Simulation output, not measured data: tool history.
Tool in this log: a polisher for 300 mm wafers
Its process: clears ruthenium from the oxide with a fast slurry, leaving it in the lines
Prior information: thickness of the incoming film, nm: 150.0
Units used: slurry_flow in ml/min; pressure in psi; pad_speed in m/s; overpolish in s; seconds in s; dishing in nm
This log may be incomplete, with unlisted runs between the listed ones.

run	day	slurry_flow	pressure	pad_speed	slurry_solids	overpolish	seconds	dishing
1	0	280	2.1	1.06	1	14	47.792	35.601
2	0.371	320	2.1	1.06	1	14	48.514	34.961
3	0.712	320	2.1	1.18	1	14	43.898	38.8
4	0.967	360	2.1	1.18	1	14	43.376	40.1
5	1.092	315	2.1	1.04	1.1	12	47.002	30.399
6	1.254	315	2.1	1.04	1.2	12	46.023	32.344
7	1.333	280	2.4	0.92	1.05	10	50.9	24.794

Forecast run 8:
8	1.617	255	2.4	0.86	1.15	9	?	?

{"run 8": {"seconds": 53.42, "dishing": 21.044}}
